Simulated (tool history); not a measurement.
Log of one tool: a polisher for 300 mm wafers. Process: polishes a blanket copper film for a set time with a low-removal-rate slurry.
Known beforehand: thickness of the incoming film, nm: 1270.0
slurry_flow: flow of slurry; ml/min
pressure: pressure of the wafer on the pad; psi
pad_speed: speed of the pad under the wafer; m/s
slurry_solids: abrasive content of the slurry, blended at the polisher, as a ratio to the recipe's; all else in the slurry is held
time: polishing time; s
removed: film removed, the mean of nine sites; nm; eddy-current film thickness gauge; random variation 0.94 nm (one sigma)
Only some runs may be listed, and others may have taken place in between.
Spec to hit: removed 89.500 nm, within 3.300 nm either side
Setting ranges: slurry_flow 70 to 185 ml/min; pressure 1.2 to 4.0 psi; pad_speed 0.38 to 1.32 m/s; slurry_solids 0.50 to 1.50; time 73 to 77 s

| run | hour | slurry_flow | pressure | pad_speed | slurry_solids | time | removed |
|---|---|---|---|---|---|---|---|
| 1 | 0.0 | 120 | 2.6 | 0.84 | 1.00 | 73 | 171.260 |
| 2 | 3.2 | 115 | 2.4 | 0.82 | 1.00 | 73 | 157.440 |
| 3 | 10.9 | 115 | 2.4 | 0.82 | 1.00 | 77 | 164.930 |
| 4 | 15.4 | 115 | 2.2 | 0.80 | 1.00 | 77 | 152.640 |
| 5 | 17.6 | 115 | 2.0 | 0.78 | 1.00 | 77 | 137.840 |
| 6 | 22.9 | 115 | 1.9 | 0.76 | 1.00 | 77 | 133.910 |
| 7 | 30.2 | 115 | 1.8 | 0.74 | 1.00 | 77 | 125.490 |
| 8 | 38.6 | 115 | 1.7 | 0.72 | 1.00 | 77 | 118.640 |
| 9 | 43.1 | 115 | 1.6 | 0.70 | 1.00 | 77 | 111.220 |
| 10 | 50.8 | 115 | 1.5 | 0.70 | 1.00 | 77 | 106.180 |
| 11 | 59.3 | 115 | 1.4 | 0.70 | 1.00 | 77 | 105.270 |

Exactly one of the 5 candidate moves below puts every result within its allowed miss. Which one?
| A | 67.8 | 75 | 1.8 | 0.54 | 1.10 | 73 | ? |
| B | 67.8 | 95 | 1.6 | 0.58 | 1.00 | 73 | ? |
| C | 67.8 | 120 | 1.7 | 0.52 | 1.05 | 73 | ? |
| D | 67.8 | 120 | 1.2 | 0.66 | 1.15 | 73 | ? |
| E | 67.8 | 110 | 1.6 | 0.50 | 1.35 | 73 | ? |

| move | removed |
|---|---|
| A | 81.684 |
| B | 85.174 |
| C | 84.398 |
| D | 89.957 |
| E | 81.437 |
A: carries the result that was furthest off beyond its target, to the other side
B: carries the result that was furthest off beyond its target, to the other side
C: carries the result that was furthest off beyond its target, to the other side
D: each result inside its tolerance
E: carries the result that was furthest off beyond its target, to the other side
D is the move that brings every result within its allowed miss.
